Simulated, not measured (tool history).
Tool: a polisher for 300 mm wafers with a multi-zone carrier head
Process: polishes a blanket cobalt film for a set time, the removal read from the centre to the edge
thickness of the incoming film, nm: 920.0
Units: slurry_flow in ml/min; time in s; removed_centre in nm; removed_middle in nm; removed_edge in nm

run	hour	slurry_flow	centre_zone	middle_zone	edge_zone	time	removed_centre	removed_middle	removed_edge
1	0	245	1	1	1	80	355.5	337.35	350.57
2	4.9	245	0.97	1	1	80	339.66	352.3	354.39
3	7.3	250	0.96	1.03	1.01	82	342.78	360.59	365.87
4	11	250	0.96	1.03	1.08	82	353.68	365.41	370.35
5	12.1	260	0.95	1.07	1.07	84	352.54	391.53	378.68
6	19.4	265	0.95	1.09	1.07	85	370.51	392.49	383.58

Forecast run 7:
7	20.8	265	0.93	1.11	1.05	87	?	?	?

Run 7 gave removed_centre 362.88 nm, removed_middle 425.29 nm, removed_edge 393.96 nm.
